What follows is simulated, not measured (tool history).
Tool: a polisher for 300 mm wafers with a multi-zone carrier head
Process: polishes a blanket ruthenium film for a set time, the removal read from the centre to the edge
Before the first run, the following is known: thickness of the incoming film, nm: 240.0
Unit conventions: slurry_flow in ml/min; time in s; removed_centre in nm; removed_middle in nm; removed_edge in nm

Run 1, hour 0.0: slurry_flow 195 ml/min, centre_zone 1.00, middle_zone 1.00, edge_zone 1.00, time 32 s. Result: removed_centre 24.963 nm, removed_middle 23.621 nm, removed_edge 23.634 nm.
Run 2, hour 6.0: slurry_flow 180 ml/min, centre_zone 0.98, middle_zone 0.95, edge_zone 0.97, time 28 s. Result: removed_centre 20.662 nm, removed_middle 19.273 nm, removed_edge 19.896 nm.
Run 3, hour 6.6: slurry_flow 180 ml/min, centre_zone 0.98, middle_zone 0.95, edge_zone 0.97, time 22 s. Result: removed_centre 16.232 nm, removed_middle 15.283 nm, removed_edge 16.397 nm.
Run 4, hour 14.4: slurry_flow 170 ml/min, centre_zone 0.98, middle_zone 0.92, edge_zone 0.96, time 22 s. Result: removed_centre 16.196 nm, removed_middle 14.849 nm, removed_edge 15.615 nm.
Run 5, hour 17.1: slurry_flow 160 ml/min, centre_zone 0.97, middle_zone 0.90, edge_zone 0.98, time 22 s. Result: removed_centre 15.457 nm, removed_middle 14.337 nm, removed_edge 15.518 nm.
Run 6, hour 20.2: slurry_flow 160 ml/min, centre_zone 0.97, middle_zone 0.90, edge_zone 0.98, time 28 s. Result: removed_centre 20.314 nm, removed_middle 18.371 nm, removed_edge 20.186 nm.
Run 7, hour 25.4: slurry_flow 130 ml/min, centre_zone 0.94, middle_zone 0.81, edge_zone 0.90, time 21 s. Result: removed_centre 13.892 nm, removed_middle 11.966 nm, removed_edge 14.006 nm.
Run 8, hour 29.5: slurry_flow 155 ml/min, centre_zone 0.94, middle_zone 0.82, edge_zone 0.91, time 21 s. Result: removed_centre 14.367 nm, removed_middle 12.558 nm, removed_edge 14.731 nm.
Run 9, hour 32.2: slurry_flow 165 ml/min, centre_zone 0.94, middle_zone 0.83, edge_zone 0.90, time 21 s. Result: removed_centre 14.251 nm, removed_middle 12.807 nm, removed_edge 14.588 nm.
Run 10, hour 32.8: slurry_flow 175 ml/min, centre_zone 0.95, middle_zone 0.83, edge_zone 0.90, time 21 s. Result: removed_centre 15.098 nm, removed_middle 12.851 nm, removed_edge 14.230 nm.

What does the tool deliver on the next run?
Run 11, hour 36.1: slurry_flow 180 ml/min, centre_zone 0.95, middle_zone 0.83, edge_zone 0.92, time 21 s. Result: removed_centre ?, removed_middle ?, removed_edge ?.

removed_centre: 15.114 nm
removed_middle: 13.182 nm
removed_edge: 15.092 nm
